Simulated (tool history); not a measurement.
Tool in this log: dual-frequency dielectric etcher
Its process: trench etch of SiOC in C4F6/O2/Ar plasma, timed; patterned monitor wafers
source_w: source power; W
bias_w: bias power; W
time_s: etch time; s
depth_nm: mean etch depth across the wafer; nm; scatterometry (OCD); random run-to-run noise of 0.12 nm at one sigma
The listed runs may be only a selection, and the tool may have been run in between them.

{"run": 1, "hour": 0.0, "source_w": 480, "bias_w": 252, "time_s": 13, "depth_nm": 30.09}
{"run": 2, "hour": 5.5, "source_w": 480, "bias_w": 280, "time_s": 13, "depth_nm": 30.978}
{"run": 3, "hour": 8.6, "source_w": 430, "bias_w": 280, "time_s": 13, "depth_nm": 29.567}
{"run": 4, "hour": 13.6, "source_w": 390, "bias_w": 280, "time_s": 13, "depth_nm": 28.548}
{"run": 5, "hour": 14.9, "source_w": 410, "bias_w": 282, "time_s": 13, "depth_nm": 29.287}
{"run": 6, "hour": 17.0, "source_w": 480, "bias_w": 282, "time_s": 13, "depth_nm": 31.231}
{"run": 7, "hour": 22.4, "source_w": 490, "bias_w": 283, "time_s": 13, "depth_nm": 31.402}
{"run": 8, "hour": 29.4, "source_w": 500, "bias_w": 284, "time_s": 13, "depth_nm": 31.995}

Run 9 is up next; what results do you expect?
{"run": 9, "hour": 35.7, "source_w": 510, "bias_w": 285, "time_s": 13, "depth_nm": "?"}

Run 9 produced depth_nm 31.858 nm.
